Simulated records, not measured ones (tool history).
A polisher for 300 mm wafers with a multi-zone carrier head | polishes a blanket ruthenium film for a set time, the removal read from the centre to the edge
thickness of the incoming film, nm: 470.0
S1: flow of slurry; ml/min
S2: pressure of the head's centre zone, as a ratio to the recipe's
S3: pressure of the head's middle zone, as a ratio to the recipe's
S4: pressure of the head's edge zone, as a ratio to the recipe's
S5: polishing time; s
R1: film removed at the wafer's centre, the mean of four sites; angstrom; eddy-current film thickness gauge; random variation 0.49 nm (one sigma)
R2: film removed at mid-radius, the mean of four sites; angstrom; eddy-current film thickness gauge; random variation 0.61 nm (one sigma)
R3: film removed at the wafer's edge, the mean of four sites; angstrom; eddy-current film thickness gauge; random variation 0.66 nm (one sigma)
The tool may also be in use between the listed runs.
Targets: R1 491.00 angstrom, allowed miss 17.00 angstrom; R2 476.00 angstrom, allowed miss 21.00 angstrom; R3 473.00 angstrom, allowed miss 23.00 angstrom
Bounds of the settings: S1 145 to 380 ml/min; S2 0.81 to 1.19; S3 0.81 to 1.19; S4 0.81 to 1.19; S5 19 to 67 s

run	hour	S1	S2	S3	S4	S5	R1	R2	R3
1	0.0	245	1.00	1.00	1.00	43	378.29	361.08	376.42
2	2.4	250	1.02	1.03	1.03	45	404.07	409.14	395.86
3	7.0	255	1.04	1.02	1.06	47	425.66	415.10	400.45
4	10.2	255	1.01	1.02	1.06	47	414.91	411.76	409.31
5	12.8	255	1.01	0.97	1.06	47	411.35	396.35	419.32
6	18.0	260	1.02	0.98	1.06	49	432.60	408.13	424.45
7	21.0	260	1.02	0.99	1.06	51	452.21	435.39	447.40
8	27.4	260	1.02	1.00	1.06	52	467.28	444.85	466.26
9	29.4	260	1.03	1.01	1.06	52	465.41	447.25	456.54

Which of these 4 next moves meets every target?
A	31.4	290	1.06	1.04	1.16	52	?	?	?
B	31.4	260	0.92	1.02	1.07	55	?	?	?
C	31.4	235	1.19	0.97	1.03	50	?	?	?
D	31.4	230	0.97	0.95	1.08	58	?	?	?

move	R1	R2	R3
A	496.61	475.94	481.74
B	451.52	491.87	492.85
C	527.54	424.95	440.34
D	497.17	484.20	518.46
A: meets every target
B: further off than the last run
C: takes the result that was furthest off past its target
D: brings the result that was furthest off to its target, and leaves another outside
Move A is the one to make.
